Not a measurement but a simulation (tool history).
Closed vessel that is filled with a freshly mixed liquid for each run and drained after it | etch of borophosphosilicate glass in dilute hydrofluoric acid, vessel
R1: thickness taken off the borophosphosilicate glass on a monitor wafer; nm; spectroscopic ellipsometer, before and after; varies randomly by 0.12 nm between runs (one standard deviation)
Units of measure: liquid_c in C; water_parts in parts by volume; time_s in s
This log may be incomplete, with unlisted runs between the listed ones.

run 1 hour=0.0 | liquid_c=26.0 water_parts=95 time_s=105 | R1=39.572
run 2 hour=8.8 | liquid_c=26.0 water_parts=95 time_s=105 | R1=39.511
run 3 hour=10.3 | liquid_c=26.0 water_parts=95 time_s=105 | R1=39.442
run 4 hour=16.5 | liquid_c=26.0 water_parts=95 time_s=105 | R1=39.312
run 5 hour=18.1 | liquid_c=25.0 water_parts=100 time_s=105 | R1=35.882
run 6 hour=20.8 | liquid_c=27.5 water_parts=100 time_s=105 | R1=39.532
run 7 hour=23.6 | liquid_c=26.0 water_parts=105 time_s=105 | R1=35.223
run 8 hour=30.2 | liquid_c=25.0 water_parts=110 time_s=105 | R1=32.109
run 9 hour=38.4 | liquid_c=24.0 water_parts=115 time_s=105 | R1=29.307
run 10 hour=43.0 | liquid_c=23.0 water_parts=115 time_s=105 | R1=28.425
run 11 hour=49.5 | liquid_c=22.5 water_parts=115 time_s=105 | R1=27.889
run 12 hour=55.4 | liquid_c=22.0 water_parts=115 time_s=105 | R1=27.116
run 13 hour=61.2 | liquid_c=21.5 water_parts=115 time_s=105 | R1=26.583
run 14 hour=68.7 | liquid_c=21.0 water_parts=115 time_s=105 | R1=26.194
run 15 hour=75.2 | liquid_c=20.5 water_parts=115 time_s=105 | R1=25.453

Run 16 is up next; what results do you expect?
run 16 hour=78.9 | liquid_c=18.0 water_parts=125 time_s=105 | R1=?

R1: 20.950 nm
